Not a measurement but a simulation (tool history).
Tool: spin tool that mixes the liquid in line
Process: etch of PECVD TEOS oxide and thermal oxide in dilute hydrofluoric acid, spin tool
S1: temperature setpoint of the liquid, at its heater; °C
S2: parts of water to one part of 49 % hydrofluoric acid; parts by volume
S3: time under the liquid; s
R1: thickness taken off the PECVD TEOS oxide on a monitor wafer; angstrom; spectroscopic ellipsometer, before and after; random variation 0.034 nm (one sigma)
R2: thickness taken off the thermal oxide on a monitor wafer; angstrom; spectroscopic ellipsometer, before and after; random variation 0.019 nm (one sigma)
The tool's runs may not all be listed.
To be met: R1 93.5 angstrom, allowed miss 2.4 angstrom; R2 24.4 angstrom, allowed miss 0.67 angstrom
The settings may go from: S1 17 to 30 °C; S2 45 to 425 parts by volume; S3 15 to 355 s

run	hour	S1	S2	S3	R1	R2
1	0	22	235	180	120.37	30.875
2	5.4	21	240	180	113.55	29.607
3	8.6	20.5	245	180	107.93	28.085
4	16.4	20.5	245	110	65.916	17.471
5	21.4	22.5	245	110	71.122	18.538
6	25.5	22.5	300	110	54.957	14.235
7	29.9	26.5	235	110	86.156	22.132
8	31.8	27	235	110	87.478	22.78
9	40.3	27.5	235	110	88.97	23.242
10	46	27.5	235	110	88.898	23.319
11	50.7	28	235	110	91.148	23.674

Which of these 4 next moves meets every target?
A	55.4	30	415	215	?	?
B	55.4	30	205	90	?	?
C	55.4	28.5	355	205	?	?
D	55.4	28	190	95	?	?

move	R1	R2
A	87.716	22.814
B	94.197	24.499
C	99.404	25.854
D	102.04	26.54
A: further off than the last run
B: meets every target
C: takes the result that was furthest off past its target
D: takes the result that was furthest off past its target
The right move is B.
